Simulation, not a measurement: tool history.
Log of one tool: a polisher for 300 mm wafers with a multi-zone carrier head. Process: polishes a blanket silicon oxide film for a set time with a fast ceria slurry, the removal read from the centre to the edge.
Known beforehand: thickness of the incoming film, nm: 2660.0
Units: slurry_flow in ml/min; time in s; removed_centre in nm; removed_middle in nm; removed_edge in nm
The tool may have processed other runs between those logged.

run	hour	slurry_flow	centre_zone	middle_zone	edge_zone	time	removed_centre	removed_middle	removed_edge
1	0.0	280	1.00	1.00	1.00	63	650.94	638.94	673.90
2	7.8	280	1.00	0.98	1.05	68	709.54	704.65	729.66
3	14.9	280	1.00	1.03	1.05	68	711.22	696.00	722.28
4	23.9	250	1.00	0.96	1.09	72	749.29	703.26	788.97
5	26.9	250	1.00	0.96	1.03	72	739.52	717.63	755.10
6	35.4	265	0.99	0.92	1.08	74	756.85	708.86	820.63

What will run 7 give?
7	44.1	280	0.99	0.92	1.11	75	?	?	?

removed_centre: 775.39 nm
removed_middle: 719.81 nm
removed_edge: 830.77 nm

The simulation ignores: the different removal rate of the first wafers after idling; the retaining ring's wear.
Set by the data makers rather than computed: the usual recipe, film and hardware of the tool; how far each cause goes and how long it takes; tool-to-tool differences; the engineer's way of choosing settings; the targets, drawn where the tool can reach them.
